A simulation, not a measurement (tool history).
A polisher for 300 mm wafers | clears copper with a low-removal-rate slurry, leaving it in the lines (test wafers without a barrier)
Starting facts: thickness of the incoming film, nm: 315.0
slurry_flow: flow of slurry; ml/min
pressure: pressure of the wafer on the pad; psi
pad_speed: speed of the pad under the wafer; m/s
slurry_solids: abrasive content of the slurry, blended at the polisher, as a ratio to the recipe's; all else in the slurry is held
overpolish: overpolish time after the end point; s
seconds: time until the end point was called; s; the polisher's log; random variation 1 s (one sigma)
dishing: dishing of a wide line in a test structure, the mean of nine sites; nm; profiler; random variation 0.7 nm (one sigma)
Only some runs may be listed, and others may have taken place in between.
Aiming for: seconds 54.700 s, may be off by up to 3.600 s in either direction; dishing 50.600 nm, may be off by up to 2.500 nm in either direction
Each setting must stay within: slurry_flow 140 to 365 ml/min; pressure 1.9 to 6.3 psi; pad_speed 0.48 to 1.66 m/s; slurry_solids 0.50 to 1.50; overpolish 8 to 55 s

run	hour	slurry_flow	pressure	pad_speed	slurry_solids	overpolish	seconds	dishing
1	0.0	235	4.1	1.06	1.00	28	73.439	64.159
2	5.1	280	4.1	1.06	1.00	28	70.776	64.236
3	9.3	285	4.3	1.08	1.00	23	66.550	61.985
4	11.2	285	4.3	1.08	1.10	23	66.260	61.676
5	14.9	300	4.3	1.12	1.10	19	61.282	55.514
6	19.3	300	4.3	1.12	1.10	27	61.966	69.575
7	21.5	300	4.3	1.14	1.10	23	60.534	65.069
8	25.8	300	4.4	1.14	1.10	20	61.615	60.967
9	32.4	310	4.4	1.16	1.10	17	57.626	55.013

Which single option among these 4 for the next run brings every result within its allowed miss of target? Just one does.
A	39.0	300	4.3	1.08	1.30	22	?	?
B	39.0	275	4.4	1.30	1.05	12	?	?
C	39.0	365	4.1	1.52	1.30	12	?	?
D	39.0	275	4.1	1.28	1.35	14	?	?

move	seconds	dishing
A	60.900	61.292
B	53.437	44.809
C	44.952	50.404
D	53.943	49.443
A: lands further from the targets than the last run did
B: takes the result that was furthest off past its target
C: corrects the largest miss of the last run, while another result sits out of spec
D: meets every target
D is the move that brings every result within its allowed miss.

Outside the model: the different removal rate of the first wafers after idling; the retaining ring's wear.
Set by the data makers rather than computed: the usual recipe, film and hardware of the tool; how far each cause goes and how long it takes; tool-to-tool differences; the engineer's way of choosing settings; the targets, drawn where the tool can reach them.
